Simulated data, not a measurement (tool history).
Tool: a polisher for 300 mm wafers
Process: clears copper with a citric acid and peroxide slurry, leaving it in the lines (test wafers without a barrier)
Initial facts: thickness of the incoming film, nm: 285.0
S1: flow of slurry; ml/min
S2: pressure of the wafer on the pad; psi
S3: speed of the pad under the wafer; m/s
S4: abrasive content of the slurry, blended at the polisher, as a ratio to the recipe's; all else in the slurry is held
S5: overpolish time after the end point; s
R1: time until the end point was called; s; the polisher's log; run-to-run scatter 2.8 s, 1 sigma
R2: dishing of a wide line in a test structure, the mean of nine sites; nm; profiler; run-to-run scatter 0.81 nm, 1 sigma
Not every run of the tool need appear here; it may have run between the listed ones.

run	hour	S1	S2	S3	S4	S5	R1	R2
1	0.0	290	2.8	1.14	1.0	22	128.60	39.902
2	1.5	290	2.8	1.14	1.0	16	127.67	29.057
3	9.5	290	2.8	1.14	1.0	21	126.46	37.625
4	16.5	290	2.8	1.14	1.0	26	129.25	44.227
5	19.6	290	2.8	1.14	1.0	33	125.43	53.094
6	23.3	290	2.8	1.24	1.0	33	117.26	57.941

Run 7 has not been measured yet. What should we expect?
7	28.3	290	2.6	1.22	1.0	33	?	?

{"run 7": {"R1": 129.44, "R2": 50.143}}
